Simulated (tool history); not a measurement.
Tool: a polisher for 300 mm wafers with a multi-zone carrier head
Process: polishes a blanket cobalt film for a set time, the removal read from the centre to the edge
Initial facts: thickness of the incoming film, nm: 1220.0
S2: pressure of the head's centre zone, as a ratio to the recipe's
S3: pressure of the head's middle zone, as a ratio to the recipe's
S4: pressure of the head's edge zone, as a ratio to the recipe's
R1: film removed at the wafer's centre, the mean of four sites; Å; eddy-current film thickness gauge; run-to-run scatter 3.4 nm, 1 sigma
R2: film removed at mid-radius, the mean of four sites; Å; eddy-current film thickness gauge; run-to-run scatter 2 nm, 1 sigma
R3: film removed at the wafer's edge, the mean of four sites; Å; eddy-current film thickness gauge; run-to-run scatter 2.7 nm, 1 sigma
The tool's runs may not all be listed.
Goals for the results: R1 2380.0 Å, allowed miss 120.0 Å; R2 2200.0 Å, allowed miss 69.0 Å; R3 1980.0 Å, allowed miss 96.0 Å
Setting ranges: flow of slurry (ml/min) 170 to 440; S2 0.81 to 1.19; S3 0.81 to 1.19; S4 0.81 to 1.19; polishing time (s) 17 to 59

run 1 day=0.000 | flow_of_slurry_(ml/min)=280 S2=1.00 S3=1.00 S4=1.00 polishing_time_(s)=38 | R1=1707.5 R2=1805.0 R3=1674.2
run 2 day=0.029 | flow_of_slurry_(ml/min)=280 S2=1.00 S3=1.00 S4=1.00 polishing_time_(s)=43 | R1=1959.3 R2=1992.8 R3=1879.5
run 3 day=0.067 | flow_of_slurry_(ml/min)=290 S2=1.04 S3=1.02 S4=1.00 polishing_time_(s)=44 | R1=2059.9 R2=2103.6 R3=1957.0
run 4 day=0.271 | flow_of_slurry_(ml/min)=295 S2=1.09 S3=1.02 S4=0.98 polishing_time_(s)=44 | R1=2078.0 R2=2102.8 R3=1912.6
run 5 day=0.396 | flow_of_slurry_(ml/min)=295 S2=1.12 S3=1.00 S4=0.95 polishing_time_(s)=45 | R1=2193.1 R2=2103.4 R3=1958.7
run 6 day=0.754 | flow_of_slurry_(ml/min)=295 S2=1.12 S3=1.00 S4=0.91 polishing_time_(s)=45 | R1=2243.3 R2=2104.8 R3=1937.6
run 7 day=0.829 | flow_of_slurry_(ml/min)=300 S2=1.13 S3=1.01 S4=0.90 polishing_time_(s)=45 | R1=2269.1 R2=2109.9 R3=1904.1
run 8 day=0.975 | flow_of_slurry_(ml/min)=305 S2=1.14 S3=1.01 S4=0.90 polishing_time_(s)=45 | R1=2272.2 R2=2131.0 R3=1897.7

Below are 5 possible settings for the next run. Only one of them brings all results inside the allowed miss of their targets. Which is it?
run A day=1.121 | flow_of_slurry_(ml/min)=250 S2=1.19 S3=0.82 S4=0.85 polishing_time_(s)=54 | R1=? R2=? R3=?
run B day=1.121 | flow_of_slurry_(ml/min)=325 S2=1.07 S3=1.10 S4=0.97 polishing_time_(s)=44 | R1=? R2=? R3=?
run C day=1.121 | flow_of_slurry_(ml/min)=265 S2=1.13 S3=0.99 S4=0.85 polishing_time_(s)=48 | R1=? R2=? R3=?
run D day=1.121 | flow_of_slurry_(ml/min)=320 S2=1.18 S3=1.10 S4=0.81 polishing_time_(s)=45 | R1=? R2=? R3=?
run E day=1.121 | flow_of_slurry_(ml/min)=285 S2=1.08 S3=1.05 S4=0.98 polishing_time_(s)=45 | R1=? R2=? R3=?

move=A R1=2746.7 R2=2106.1 R3=2187.6
move=B R1=2129.0 R2=2260.3 R3=1925.5
move=C R1=2364.6 R2=2205.5 R3=1950.8
move=D R1=2349.4 R2=2307.7 R3=1817.2
move=E R1=2159.9 R2=2191.7 R3=1959.6
A: the biggest miss grows against the last run
B: meets the target for the result that was furthest off, but another lies outside its allowed miss
C: in spec on every target
D: moves the result that the last run missed by most past its target, out the other side
E: meets the target for the result that was furthest off, but another lies outside its allowed miss
Move C is the one to make.
